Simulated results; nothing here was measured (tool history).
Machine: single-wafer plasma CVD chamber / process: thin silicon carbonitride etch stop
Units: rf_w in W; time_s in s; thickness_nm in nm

{"run": 1, "hour": 0.0, "rf_w": 185, "time_s": 7.66, "thickness_nm": 3.8483}
{"run": 2, "hour": 4.7, "rf_w": 165, "time_s": 7.66, "thickness_nm": 3.7805}
{"run": 3, "hour": 10.5, "rf_w": 145, "time_s": 7.66, "thickness_nm": 3.6682}
{"run": 4, "hour": 15.0, "rf_w": 170, "time_s": 7.66, "thickness_nm": 3.7766}
{"run": 5, "hour": 21.0, "rf_w": 185, "time_s": 7.66, "thickness_nm": 3.8438}
{"run": 6, "hour": 22.2, "rf_w": 185, "time_s": 8.59, "thickness_nm": 4.3417}
{"run": 7, "hour": 24.3, "rf_w": 175, "time_s": 7.81, "thickness_nm": 3.8799}
{"run": 8, "hour": 32.1, "rf_w": 165, "time_s": 7.23, "thickness_nm": 3.5671}
{"run": 9, "hour": 33.0, "rf_w": 160, "time_s": 6.78, "thickness_nm": 3.3192}
{"run": 10, "hour": 39.3, "rf_w": 155, "time_s": 6.48, "thickness_nm": 3.1639}

The next listed run, before its measurement:
{"run": 11, "hour": 43.9, "rf_w": 150, "time_s": 6.27, "thickness_nm": "?"}

thickness_nm: 3.0277 nm

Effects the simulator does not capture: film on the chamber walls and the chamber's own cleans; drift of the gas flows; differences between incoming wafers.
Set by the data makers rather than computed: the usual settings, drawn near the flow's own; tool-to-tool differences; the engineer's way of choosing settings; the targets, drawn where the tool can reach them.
